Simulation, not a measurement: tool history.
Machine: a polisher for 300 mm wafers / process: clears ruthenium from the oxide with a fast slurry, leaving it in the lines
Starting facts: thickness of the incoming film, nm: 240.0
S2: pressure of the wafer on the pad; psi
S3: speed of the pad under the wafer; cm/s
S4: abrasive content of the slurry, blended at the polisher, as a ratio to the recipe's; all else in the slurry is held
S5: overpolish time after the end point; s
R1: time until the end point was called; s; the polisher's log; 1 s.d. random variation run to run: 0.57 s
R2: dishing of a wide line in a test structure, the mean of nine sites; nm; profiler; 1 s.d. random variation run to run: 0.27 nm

{"run": 1, "hour": 0.0, "flow of slurry (ml/min)": 185, "S2": 3.1, "S3": 108, "S4": 1.0, "S5": 23, "R1": 56.063, "R2": 38.494}
{"run": 2, "hour": 8.4, "flow of slurry (ml/min)": 185, "S2": 2.6, "S3": 108, "S4": 1.0, "S5": 23, "R1": 66.858, "R2": 35.729}
{"run": 3, "hour": 14.7, "flow of slurry (ml/min)": 190, "S2": 2.6, "S3": 110, "S4": 1.0, "S5": 20, "R1": 64.178, "R2": 33.773}
{"run": 4, "hour": 22.4, "flow of slurry (ml/min)": 190, "S2": 2.0, "S3": 110, "S4": 1.0, "S5": 20, "R1": 84.774, "R2": 29.802}
{"run": 5, "hour": 28.6, "flow of slurry (ml/min)": 145, "S2": 2.0, "S3": 110, "S4": 1.0, "S5": 20, "R1": 85.746, "R2": 29.43}
{"run": 6, "hour": 37.0, "flow of slurry (ml/min)": 140, "S2": 2.1, "S3": 114, "S4": 1.0, "S5": 18, "R1": 80.563, "R2": 28.141}
{"run": 7, "hour": 43.2, "flow of slurry (ml/min)": 145, "S2": 2.2, "S3": 116, "S4": 1.0, "S5": 16, "R1": 73.3, "R2": 28.042}
{"run": 8, "hour": 48.3, "flow of slurry (ml/min)": 150, "S2": 2.3, "S3": 116, "S4": 1.0, "S5": 15, "R1": 72.998, "R2": 27.308}
{"run": 9, "hour": 50.6, "flow of slurry (ml/min)": 155, "S2": 2.4, "S3": 116, "S4": 1.0, "S5": 14, "R1": 69.163, "R2": 26.817}

Forecast run 10:
{"run": 10, "hour": 51.5, "flow of slurry (ml/min)": 160, "S2": 2.5, "S3": 116, "S4": 1.0, "S5": 13, "R1": "?", "R2": "?"}

{"run 10": {"R1": 66.204, "R2": 26.76}}
